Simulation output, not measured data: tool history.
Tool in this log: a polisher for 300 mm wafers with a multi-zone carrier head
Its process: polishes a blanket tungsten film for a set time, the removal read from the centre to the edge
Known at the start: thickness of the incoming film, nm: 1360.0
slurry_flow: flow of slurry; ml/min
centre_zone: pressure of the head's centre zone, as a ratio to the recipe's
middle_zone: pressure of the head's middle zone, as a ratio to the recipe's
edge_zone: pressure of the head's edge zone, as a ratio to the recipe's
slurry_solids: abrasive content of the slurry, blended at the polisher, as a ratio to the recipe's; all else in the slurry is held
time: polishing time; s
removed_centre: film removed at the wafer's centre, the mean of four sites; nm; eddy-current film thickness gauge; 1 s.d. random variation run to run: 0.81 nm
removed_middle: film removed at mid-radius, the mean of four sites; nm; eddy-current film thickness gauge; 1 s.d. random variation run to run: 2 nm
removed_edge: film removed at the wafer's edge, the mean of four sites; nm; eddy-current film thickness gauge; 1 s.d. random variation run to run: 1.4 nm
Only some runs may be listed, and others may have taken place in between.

| run | hour | slurry_flow | centre_zone | middle_zone | edge_zone | slurry_solids | time | removed_centre | removed_middle | removed_edge |
|---|---|---|---|---|---|---|---|---|---|---|
| 1 | 0 | 295 | 1 | 1 | 1 | 1 | 42 | 127.47 | 126.83 | 124.15 |
| 2 | 3.5 | 295 | 1.06 | 1 | 1 | 1 | 42 | 133.47 | 122.7 | 122.65 |
| 3 | 10.2 | 295 | 1.14 | 1 | 1 | 1 | 42 | 144.51 | 125.47 | 123.82 |
| 4 | 13.2 | 275 | 1.04 | 1.04 | 1.05 | 1.15 | 42 | 133.78 | 132.72 | 128.95 |
|  | 15.7 | edge zone pressure recalibrated |
| 5 | 15.7 | 275 | 1.04 | 1.04 | 1.05 | 1.3 | 42 | 139.41 | 135.83 | 136.2 |
| 6 | 18.1 | 275 | 1.04 | 1.04 | 1 | 1.3 | 42 | 140.46 | 135.34 | 134.76 |
| 7 | 19 | 255 | 0.97 | 1.06 | 1.03 | 1.35 | 42 | 131.41 | 138.31 | 135.32 |
| 8 | 24.6 | 255 | 0.97 | 1.06 | 1.03 | 1.35 | 42 | 128.99 | 132.4 | 136.12 |

Predict the results of run 9:
| 9 | 26.1 | 270 | 0.93 | 1.1 | 1.05 | 1.35 | 43 | ? | ? | ? |

Run 9 yielded removed_centre 129.12 nm, removed_middle 146.05 nm, removed_edge 140.19 nm.
